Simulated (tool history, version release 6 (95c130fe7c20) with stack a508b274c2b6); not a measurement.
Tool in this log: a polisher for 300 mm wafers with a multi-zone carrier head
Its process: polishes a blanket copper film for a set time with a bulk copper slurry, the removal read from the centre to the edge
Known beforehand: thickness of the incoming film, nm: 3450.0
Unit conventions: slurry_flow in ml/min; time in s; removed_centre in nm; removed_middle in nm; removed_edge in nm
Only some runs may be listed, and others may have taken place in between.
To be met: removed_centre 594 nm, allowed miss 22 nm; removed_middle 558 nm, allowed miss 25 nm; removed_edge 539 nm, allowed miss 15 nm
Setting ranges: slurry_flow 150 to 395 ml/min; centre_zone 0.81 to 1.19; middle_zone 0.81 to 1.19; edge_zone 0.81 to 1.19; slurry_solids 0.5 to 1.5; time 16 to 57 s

run    day  slurry_flow  centre_zone  middle_zone  edge_zone  slurry_solids  time  removed_centre  removed_middle  removed_edge
  1      0          250            1            1          1              1    36          455.99          464.03        458.49
  2  0.212          250            1            1          1           0.85    36          451.24          448.28        449.12
  3  0.388          260         1.05         1.02       1.04           0.95    36          490.41          471.81        466.55
  4  0.458          260         1.05         1.02       1.04            0.8    36          462.76          449.54        448.42
  5  0.583          205         1.05         1.02       1.04            0.8    36          447.55          452.28        441.51
  6  0.708          225         1.08         1.04       1.07           0.95    36          482.86          472.05        456.74
  7  0.896          245         1.09         1.05       1.09           1.05    36          504.56          481.39        474.07
  8   1.05          260          1.1         1.07       1.11           1.15    36          519.45          495.57         492.6
  9  1.154          275         1.12         1.09       1.12            1.2    36          534.53          516.57        496.97
 10  1.383          285         1.13          1.1       1.14           1.25    36          557.16          535.21        509.54
 11  1.604          285         1.13          1.1       1.14           1.25    36          546.08          531.68        505.64
 12  1.767          295         1.14          1.1       1.15            1.3    36          555.51          527.38        510.24
 13  2.092          295         1.15         1.11       1.16           1.35    36          571.34          541.26         520.2

4 next moves are on the table. One of them brings every result within its allowed miss. Which?
  A  2.417          265         1.07         0.98       1.19           1.25    38               ?               ?             ?
  B  2.417          310         1.16          1.1       1.16           1.35    37               ?               ?             ?
  C  2.417          265         1.17         1.17       1.09           1.25    35               ?               ?             ?
  D  2.417          320         1.19         1.18       1.08           1.45    35               ?               ?             ?

move  removed_centre  removed_middle  removed_edge
   A           542.7          500.57        542.14
   B          587.74          553.69        535.29
   C          543.29          536.09        480.38
   D          579.38          565.81        499.32
A: brings the last run's worst result on target, with another outside its allowed miss
B: every result within its allowed miss
C: misses by more than the last run did
D: misses by more than the last run did
B is the move that brings every result within its allowed miss.
